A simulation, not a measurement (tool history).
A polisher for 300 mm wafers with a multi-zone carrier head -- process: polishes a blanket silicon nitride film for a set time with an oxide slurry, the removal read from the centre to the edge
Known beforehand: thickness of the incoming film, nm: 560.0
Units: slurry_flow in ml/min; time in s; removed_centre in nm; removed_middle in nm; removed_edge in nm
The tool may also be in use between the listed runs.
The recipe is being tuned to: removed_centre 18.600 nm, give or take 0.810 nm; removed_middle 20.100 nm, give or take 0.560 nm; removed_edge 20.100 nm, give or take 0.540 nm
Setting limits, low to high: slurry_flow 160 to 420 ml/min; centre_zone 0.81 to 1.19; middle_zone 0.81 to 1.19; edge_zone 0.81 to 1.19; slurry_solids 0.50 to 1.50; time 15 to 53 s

run,hour,slurry_flow,centre_zone,middle_zone,edge_zone,slurry_solids,time,removed_centre,removed_middle,removed_edge
1,0.0,270,1.00,1.00,1.00,1.00,34,28.449,29.019,30.008
2,6.0,270,0.96,1.00,1.00,1.00,34,27.351,29.544,29.429
3,8.0,260,0.93,0.96,0.96,0.85,34,23.784,24.707,25.559
4,12.9,260,0.93,0.96,0.96,0.85,39,27.218,27.943,29.729
5,15.2,260,0.90,0.96,0.96,0.85,39,25.934,28.620,29.136
6,23.3,230,0.90,0.96,0.96,0.85,39,25.357,27.901,28.902
7,25.7,265,0.89,0.92,0.86,0.60,33,14.789,15.560,15.944
8,30.2,265,0.90,0.95,0.89,0.60,33,14.701,16.043,16.217
9,34.9,270,0.93,0.98,0.93,0.60,33,15.269,16.787,16.539
10,39.4,275,0.95,0.99,0.97,0.60,33,15.585,16.847,16.830
11,40.9,275,0.97,1.01,1.01,0.60,33,16.016,16.835,17.140
12,46.2,275,0.98,1.03,1.03,0.65,33,18.432,19.418,19.224
13,51.8,275,0.97,1.03,1.04,0.65,33,18.029,19.514,19.579
14,57.4,275,0.97,1.03,1.05,0.65,33,17.873,19.108,19.483
15,61.9,275,0.97,1.04,1.06,0.65,33,17.853,19.533,19.849

Which single option among these 4 for the next run brings every result within its allowed miss of target? Just one does.
A,66.4,310,0.95,1.09,1.00,0.60,38,?,?,?
B,66.4,185,0.99,1.05,1.03,0.55,46,?,?,?
C,66.4,305,0.90,1.15,1.09,0.70,30,?,?,?
D,66.4,385,1.01,1.15,1.01,1.00,21,?,?,?

move,removed_centre,removed_middle,removed_edge
A,18.597,20.914,20.031
B,18.766,19.764,20.198
C,17.020,21.161,20.187
D,18.786,20.741,18.971
A: takes the biggest miss from the last run beyond its target
B: all results land within tolerance of their targets
C: takes the biggest miss from the last run beyond its target
D: takes the biggest miss from the last run beyond its target
Correct choice: B, which meets every target

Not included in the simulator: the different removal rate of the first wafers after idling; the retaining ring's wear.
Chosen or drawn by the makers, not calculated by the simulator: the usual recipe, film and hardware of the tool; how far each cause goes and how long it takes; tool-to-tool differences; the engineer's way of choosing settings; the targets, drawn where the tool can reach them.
